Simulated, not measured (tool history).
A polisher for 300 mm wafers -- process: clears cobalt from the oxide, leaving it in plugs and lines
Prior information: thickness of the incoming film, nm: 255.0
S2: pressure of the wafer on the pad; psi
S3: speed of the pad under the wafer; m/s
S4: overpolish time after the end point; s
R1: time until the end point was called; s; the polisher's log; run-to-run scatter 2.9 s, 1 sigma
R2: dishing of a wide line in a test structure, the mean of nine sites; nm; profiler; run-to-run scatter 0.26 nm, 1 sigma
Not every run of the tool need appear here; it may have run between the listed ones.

Run 1, hour 0.0: flow of slurry (ml/min) 305, S2 1.2 psi, S3 0.92 m/s, S4 28 s. Result: R1 99.464 s, R2 32.4800 nm.
Run 2, hour 7.9: flow of slurry (ml/min) 305, S2 1.4 psi, S3 0.92 m/s, S4 28 s. Result: R1 85.062 s, R2 33.8750 nm.
Run 3, hour 14.3: flow of slurry (ml/min) 305, S2 1.4 psi, S3 0.92 m/s, S4 39 s. Result: R1 84.062 s, R2 36.7250 nm.
Run 4, hour 22.2: flow of slurry (ml/min) 280, S2 1.4 psi, S3 0.80 m/s, S4 32 s. Result: R1 94.149 s, R2 34.0900 nm.
Run 5, hour 31.1: flow of slurry (ml/min) 325, S2 1.3 psi, S3 0.78 m/s, S4 27 s. Result: R1 105.230 s, R2 32.0330 nm.
Run 6, hour 35.9: flow of slurry (ml/min) 295, S2 1.1 psi, S3 0.80 m/s, S4 23 s. Result: R1 127.280 s, R2 27.5610 nm.
Run 7, hour 44.2: flow of slurry (ml/min) 270, S2 1.0 psi, S3 0.84 m/s, S4 20 s. Result: R1 129.470 s, R2 22.9580 nm.
Run 8, hour 49.4: flow of slurry (ml/min) 250, S2 0.9 psi, S3 0.86 m/s, S4 17 s. Result: R1 144.440 s, R2 19.9100 nm.
Run 9, hour 55.1: flow of slurry (ml/min) 235, S2 0.8 psi, S3 0.90 m/s, S4 15 s. Result: R1 152.120 s, R2 17.2450 nm.
Run 10, hour 58.5: flow of slurry (ml/min) 185, S2 0.6 psi, S3 1.04 m/s, S4 8 s. Result: R1 181.070 s, R2 8.6448 nm.
Run 11, hour 64.1: flow of slurry (ml/min) 200, S2 0.6 psi, S3 1.04 m/s, S4 8 s. Result: R1 183.730 s, R2 9.4062 nm.
Run 12, hour 73.1: flow of slurry (ml/min) 210, S2 0.6 psi, S3 1.04 m/s, S4 8 s. Result: R1 171.710 s, R2 9.1072 nm.
Run 13, hour 76.4: flow of slurry (ml/min) 220, S2 0.6 psi, S3 1.02 m/s, S4 8 s. Result: R1 185.730 s, R2 9.0772 nm.
Run 14, hour 78.4: flow of slurry (ml/min) 230, S2 0.8 psi, S3 1.04 m/s, S4 19 s. Result: R1 136.100 s, R2 21.9610 nm.
Run 15, hour 80.2: flow of slurry (ml/min) 230, S2 0.8 psi, S3 1.02 m/s, S4 17 s. Result: R1 134.290 s, R2 20.2690 nm.
Run 16, hour 83.0: flow of slurry (ml/min) 225, S2 1.1 psi, S3 0.76 m/s, S4 8 s. Result: R1 136.980 s, R2 11.6400 nm.

Run 17 is up next; what results do you expect?
Run 17, hour 84.6: flow of slurry (ml/min) 220, S2 1.1 psi, S3 0.76 m/s, S4 8 s. Result: R1 ?, R2 ?.

{"run 17": {"R1": 134.15, "R2": 11.746}}
